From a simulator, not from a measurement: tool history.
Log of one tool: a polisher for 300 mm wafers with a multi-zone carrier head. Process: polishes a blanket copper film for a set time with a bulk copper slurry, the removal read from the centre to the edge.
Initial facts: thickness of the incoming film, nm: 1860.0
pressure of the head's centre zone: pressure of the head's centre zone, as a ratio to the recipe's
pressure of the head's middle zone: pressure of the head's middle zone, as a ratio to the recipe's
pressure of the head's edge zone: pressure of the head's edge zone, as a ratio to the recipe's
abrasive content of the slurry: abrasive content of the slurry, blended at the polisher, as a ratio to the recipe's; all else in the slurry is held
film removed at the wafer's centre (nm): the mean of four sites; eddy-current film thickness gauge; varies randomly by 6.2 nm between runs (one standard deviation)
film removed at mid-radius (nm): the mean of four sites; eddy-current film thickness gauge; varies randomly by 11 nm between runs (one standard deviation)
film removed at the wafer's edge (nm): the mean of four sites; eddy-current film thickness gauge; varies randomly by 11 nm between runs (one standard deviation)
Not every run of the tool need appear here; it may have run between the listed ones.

run  hour  flow of slurry (ml/min)  pressure of the head's centre zone  pressure of the head's middle zone  pressure of the head's edge zone  abrasive content of the slurry  polishing time (s)  film removed at the wafer's centre (nm)  film removed at mid-radius (nm)  film removed at the wafer's edge (nm)
  1   0.0                      225                                1.00                                1.00                              1.00                            1.00                  70                                   513.33                           534.89                                 522.17
  2   6.4                      230                                1.02                                1.02                              1.01                            1.05                  72                                   539.18                           560.24                                 551.48
  3   8.0                      235                                1.04                                1.04                              1.00                            1.10                  74                                   583.15                           584.66                                 570.60
  4  11.6                      265                                1.04                                1.04                              1.00                            1.10                  74                                   585.01                           604.98                                 581.46
  5  12.8                      265                                1.04                                1.04                              1.06                            1.10                  74                                   593.44                           580.78                                 612.14
  6  19.4                      270                                1.05                                1.06                              1.05                            1.15                  76                                   614.50                           642.11                                 600.86
  7  20.0                      275                                1.06                                1.06                              1.06                            1.20                  78                                   647.49                           653.97                                 630.41

Run 8 has not been measured yet. What should we expect?
  8  27.3                      280                                1.07                                1.07                              1.07                            1.25                  80                                        ?                                ?                                      ?

{"run 8": {"film removed at the wafer's centre (nm)": 682.33, "film removed at mid-radius (nm)": 682.98, "film removed at the wafer's edge (nm)": 661.44}}

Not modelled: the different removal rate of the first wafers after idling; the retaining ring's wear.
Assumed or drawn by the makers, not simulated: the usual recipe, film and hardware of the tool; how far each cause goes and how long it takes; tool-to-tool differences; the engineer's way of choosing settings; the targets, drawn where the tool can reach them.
